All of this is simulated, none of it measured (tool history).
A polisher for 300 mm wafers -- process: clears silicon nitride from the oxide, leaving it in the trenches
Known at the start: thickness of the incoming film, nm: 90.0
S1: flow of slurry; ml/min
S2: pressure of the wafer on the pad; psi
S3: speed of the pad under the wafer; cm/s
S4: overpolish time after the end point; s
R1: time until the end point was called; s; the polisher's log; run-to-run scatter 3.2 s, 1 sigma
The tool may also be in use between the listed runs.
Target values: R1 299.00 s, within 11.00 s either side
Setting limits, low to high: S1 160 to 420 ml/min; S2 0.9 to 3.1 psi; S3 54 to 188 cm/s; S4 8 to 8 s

run	day	S1	S2	S3	S4	R1
1	0.000	270	2.0	120	8	157.99
2	0.233	225	2.0	120	8	158.55
3	0.546	225	2.0	108	8	171.72
4	0.671	275	2.0	108	8	168.57
5	1.021	275	2.0	108	8	167.42
# day 1.079: worn pad replaced by a new one
6	1.079	275	1.6	108	8	191.95
7	1.312	275	1.5	104	8	214.41
8	1.533	275	1.4	102	8	227.72
9	1.596	275	1.3	102	8	245.45
10	1.667	270	1.3	102	8	246.32
11	1.729	265	1.3	102	8	245.19
12	1.871	265	1.3	102	8	251.66
13	2.138	255	1.3	102	8	248.12
14	2.388	255	0.9	100	8	357.37
15	2.567	260	0.9	100	8	355.69
16	2.704	270	0.9	100	8	353.10

Exercise: of the 5 proposed moves below, exactly one satisfies all targets within the stated allowed misses. Which move is it?
A	2.842	320	0.9	124	8	?
B	2.842	245	0.9	116	8	?
C	2.842	260	1.0	64	8	?
D	2.842	290	1.1	80	8	?
E	2.842	255	1.0	80	8	?

move	R1
A	306.75
B	327.26
C	416.25
D	334.80
E	370.10
A: every result within its allowed miss
B: an improvement on the last run, though not all results are within tolerance
C: its largest miss is bigger than the last run's
D: an improvement on the last run, though not all results are within tolerance
E: its largest miss is bigger than the last run's
The right move is A.
